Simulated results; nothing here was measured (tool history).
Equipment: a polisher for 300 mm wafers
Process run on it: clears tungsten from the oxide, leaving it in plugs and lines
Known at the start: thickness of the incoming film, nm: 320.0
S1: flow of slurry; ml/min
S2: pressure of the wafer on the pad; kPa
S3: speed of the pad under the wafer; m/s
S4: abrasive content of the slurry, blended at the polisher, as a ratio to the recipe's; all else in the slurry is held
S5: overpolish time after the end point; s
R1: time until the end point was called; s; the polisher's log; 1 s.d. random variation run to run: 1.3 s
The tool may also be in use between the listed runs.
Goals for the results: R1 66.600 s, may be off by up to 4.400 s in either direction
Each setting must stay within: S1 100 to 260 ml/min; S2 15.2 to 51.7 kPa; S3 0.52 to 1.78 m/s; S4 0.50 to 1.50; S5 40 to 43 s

run 1 hour=0.0 | S1=165 S2=33.1 S3=1.14 S4=1.00 S5=40 | R1=44.541
run 2 hour=7.6 | S1=165 S2=30.3 S3=1.12 S4=1.00 S5=40 | R1=50.934
run 3 hour=15.6 | S1=145 S2=30.3 S3=1.12 S4=1.00 S5=40 | R1=51.555
run 4 hour=16.1 | S1=145 S2=29.0 S3=1.12 S4=1.00 S5=40 | R1=51.419
run 5 hour=22.7 | S1=120 S2=29.0 S3=1.12 S4=1.00 S5=40 | R1=53.544
run 6 hour=25.2 | S1=120 S2=29.0 S3=1.36 S4=1.00 S5=40 | R1=46.690
run 7 hour=31.7 | S1=120 S2=26.9 S3=1.34 S4=1.00 S5=40 | R1=50.146
run 8 hour=36.9 | S1=120 S2=24.8 S3=1.32 S4=1.00 S5=40 | R1=54.565
run 9 hour=42.9 | S1=120 S2=17.9 S3=1.28 S4=1.00 S5=40 | R1=77.978

Of the 5 settings listed for the next run, only one would bring every result within its allowed miss of target. Which one?
run A hour=48.9 | S1=125 S2=15.2 S3=1.12 S4=0.95 S5=40 | R1=?
run B hour=48.9 | S1=105 S2=20.7 S3=1.34 S4=1.00 S5=40 | R1=?
run C hour=48.9 | S1=120 S2=15.2 S3=1.34 S4=1.00 S5=40 | R1=?
run D hour=48.9 | S1=100 S2=17.2 S3=1.10 S4=0.95 S5=43 | R1=?
run E hour=48.9 | S1=125 S2=22.1 S3=1.38 S4=1.05 S5=42 | R1=?

move=A R1=105.480
move=B R1=67.856
move=C R1=88.617
move=D R1=99.360
move=E R1=59.101
A: misses by more than the last run did
B: meets every target
C: misses by more than the last run did
D: misses by more than the last run did
E: takes the result that was furthest off past its target
B is the move that brings every result within its allowed miss.
